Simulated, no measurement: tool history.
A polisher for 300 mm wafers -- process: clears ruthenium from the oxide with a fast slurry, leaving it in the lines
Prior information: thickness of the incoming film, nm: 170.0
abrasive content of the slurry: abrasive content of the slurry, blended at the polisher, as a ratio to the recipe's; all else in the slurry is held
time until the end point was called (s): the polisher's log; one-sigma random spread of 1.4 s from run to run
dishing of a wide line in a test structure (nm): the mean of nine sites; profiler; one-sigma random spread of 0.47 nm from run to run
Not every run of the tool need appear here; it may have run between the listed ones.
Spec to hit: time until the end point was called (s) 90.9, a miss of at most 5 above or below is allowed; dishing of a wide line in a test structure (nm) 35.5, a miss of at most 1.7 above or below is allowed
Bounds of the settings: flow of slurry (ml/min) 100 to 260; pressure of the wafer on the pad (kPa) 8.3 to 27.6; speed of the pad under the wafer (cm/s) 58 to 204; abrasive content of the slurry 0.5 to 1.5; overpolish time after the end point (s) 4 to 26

run,hour,flow of slurry (ml/min),pressure of the wafer on the pad (kPa),speed of the pad under the wafer (cm/s),abrasive content of the slurry,overpolish time after the end point (s),time until the end point was called (s),dishing of a wide line in a test structure (nm)
1,0,165,17.9,130,1,13,36.24,48.506
2,8,160,15.9,120,1,15,42.726,46.774
3,11.1,160,15.9,120,1,20,43.288,58.404
4,14.2,160,15.9,92,1,20,54.384,49.064
5,16.7,160,15.9,92,1.15,20,50.887,51.712
6,17.5,185,15.9,92,1.15,20,48.509,52.329
7,26.2,175,14.5,88,1.15,20,57.169,46.047
# hour 29.8: worn pad replaced by a new one
8,29.8,125,9.7,86,1.15,22,83.702,37.558
9,37.4,110,8.3,86,1.15,22,95.198,32.186

Of the 4 settings listed for the next run, only one would bring every result within its allowed miss of target. Which one?
A,45,115,8.3,94,1.15,20,?,?
B,45,115,8.3,80,1.35,18,?,?
C,45,100,13.1,60,1.05,20,?,?
D,45,155,8.3,84,1.2,23,?,?

move,time until the end point was called (s),dishing of a wide line in a test structure (nm)
A,91.2,31.538
B,97.427,27.056
C,91.064,31.579
D,93.128,35.009
A: the biggest miss grows against the last run
B: the biggest miss grows against the last run
C: the biggest miss grows against the last run
D: meets every target
Correct choice: D, which meets every target

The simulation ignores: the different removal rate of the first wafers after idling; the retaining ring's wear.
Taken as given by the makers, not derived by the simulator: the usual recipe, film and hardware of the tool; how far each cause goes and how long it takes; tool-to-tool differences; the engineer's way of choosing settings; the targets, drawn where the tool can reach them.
